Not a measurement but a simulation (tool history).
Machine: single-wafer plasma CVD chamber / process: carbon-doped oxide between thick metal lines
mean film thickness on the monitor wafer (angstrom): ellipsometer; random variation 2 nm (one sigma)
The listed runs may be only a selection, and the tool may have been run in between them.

run	hour	heater temperature setpoint (°C)	chamber pressure (Pa)	RF power (kW)	deposition time (s)	mean film thickness on the monitor wafer (angstrom)
1	0.0	365	644	0.545	90	4659.4
2	5.7	365	556	0.545	90	4602.8
3	8.8	364	571	0.565	90	4780.0
4	15.1	362	580	0.575	90	4823.9
5	15.7	362	580	0.540	90	4650.9
6	17.1	372	580	0.540	90	4528.5
7	22.9	370	595	0.560	90	4672.3

For run 8, what comes out?
8	31.4	369	607	0.575	90	?

mean film thickness on the monitor wafer (angstrom): 4789.5

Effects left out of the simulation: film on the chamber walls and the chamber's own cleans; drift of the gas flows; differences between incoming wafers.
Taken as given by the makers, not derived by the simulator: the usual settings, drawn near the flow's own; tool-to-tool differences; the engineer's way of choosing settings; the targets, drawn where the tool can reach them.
